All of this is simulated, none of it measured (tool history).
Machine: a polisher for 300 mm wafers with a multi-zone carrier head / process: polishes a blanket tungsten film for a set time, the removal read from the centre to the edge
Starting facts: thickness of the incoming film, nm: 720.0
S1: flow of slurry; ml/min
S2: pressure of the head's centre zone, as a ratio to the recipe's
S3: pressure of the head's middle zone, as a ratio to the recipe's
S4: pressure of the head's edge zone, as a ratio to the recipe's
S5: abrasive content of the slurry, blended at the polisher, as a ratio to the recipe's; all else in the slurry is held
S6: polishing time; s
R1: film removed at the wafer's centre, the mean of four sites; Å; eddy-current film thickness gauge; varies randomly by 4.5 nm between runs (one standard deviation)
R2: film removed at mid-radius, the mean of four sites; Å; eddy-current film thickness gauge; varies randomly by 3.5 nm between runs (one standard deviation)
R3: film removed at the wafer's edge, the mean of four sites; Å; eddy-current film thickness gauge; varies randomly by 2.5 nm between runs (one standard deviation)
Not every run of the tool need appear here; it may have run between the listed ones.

run,hour,S1,S2,S3,S4,S5,S6,R1,R2,R3
1,0.0,130,1.00,1.00,1.00,1.00,54,2135.8,2103.6,2199.9
2,2.2,130,1.00,1.00,1.00,1.15,54,2203.1,2135.3,2260.7
3,5.5,110,1.00,1.00,1.00,1.15,54,2054.1,2082.6,2154.0
4,9.8,135,1.02,1.00,1.05,1.25,56,2367.2,2342.9,2420.9
5,10.7,155,1.03,0.94,1.08,1.35,59,2628.1,2407.1,2683.8
6,12.4,165,1.05,0.92,1.11,1.40,61,2749.7,2496.1,2859.4
7,15.1,170,1.08,0.91,1.12,1.45,63,2909.5,2546.8,3033.7
8,17.5,175,1.11,0.92,1.11,1.45,64,3082.3,2669.8,3009.0
9,23.0,180,1.12,0.91,1.13,1.45,65,3175.0,2715.7,3124.8
10,31.7,185,1.13,0.90,1.14,1.45,65,3199.2,2709.8,3187.5
# hour 38.1: slurry nozzle cleaned
11,38.1,190,1.14,0.90,1.14,1.45,65,3551.9,2914.3,3288.4

What will run 12 give?
12,45.6,190,1.14,0.90,1.14,1.45,65,?,?,?

Run 12 gave R1 3470.0 Å, R2 2814.2 Å, R3 3355.4 Å.
